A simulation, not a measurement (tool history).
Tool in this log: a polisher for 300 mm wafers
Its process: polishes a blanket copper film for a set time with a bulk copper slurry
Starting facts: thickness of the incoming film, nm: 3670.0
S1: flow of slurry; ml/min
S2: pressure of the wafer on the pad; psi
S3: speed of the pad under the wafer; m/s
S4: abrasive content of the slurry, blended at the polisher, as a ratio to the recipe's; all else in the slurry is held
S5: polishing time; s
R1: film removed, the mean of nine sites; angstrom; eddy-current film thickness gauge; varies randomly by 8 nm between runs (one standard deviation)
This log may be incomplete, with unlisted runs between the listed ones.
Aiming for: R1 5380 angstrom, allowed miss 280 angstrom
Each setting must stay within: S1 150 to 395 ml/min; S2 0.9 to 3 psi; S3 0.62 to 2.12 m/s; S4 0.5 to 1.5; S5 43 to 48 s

run	hour	S1	S2	S3	S4	S5	R1
1	0	250	1.9	1.36	1	48	3408.6
2	3.4	250	2	1.36	1	48	3478.6
3	5.8	250	2	1.36	1	48	3448.2
4	10.5	250	2	1.36	1	48	3559.6
5	14.3	250	2.1	1.36	1	48	3598.8
6	21	250	2.2	1.38	1	48	3946.9
7	27.5	250	2.3	1.38	1	48	4215.6
8	32.4	250	2.3	1.38	1	48	4000.2
# hour 33.6: head pressure recalibrated
9	33.6	250	2.4	1.38	1	48	4517.1
10	34.2	250	2.7	1.4	1	48	5007

Of the 5 settings listed for the next run, only one would bring every result within its allowed miss of target. Which one?
A	34.8	235	2.7	1.36	1	46	?
B	34.8	380	2.2	1.96	0.85	48	?
C	34.8	310	2.7	1.48	0.9	43	?
D	34.8	255	2.6	1.48	1	46	?
E	34.8	230	2.2	1.54	1.1	48	?

move	R1
A	4531.9
B	5147.6
C	4517
D	4698.6
E	4353.5
A: misses by more than the last run did
B: every result lands within tolerance
C: misses by more than the last run did
D: misses by more than the last run did
E: misses by more than the last run did
The move that meets every target is B.
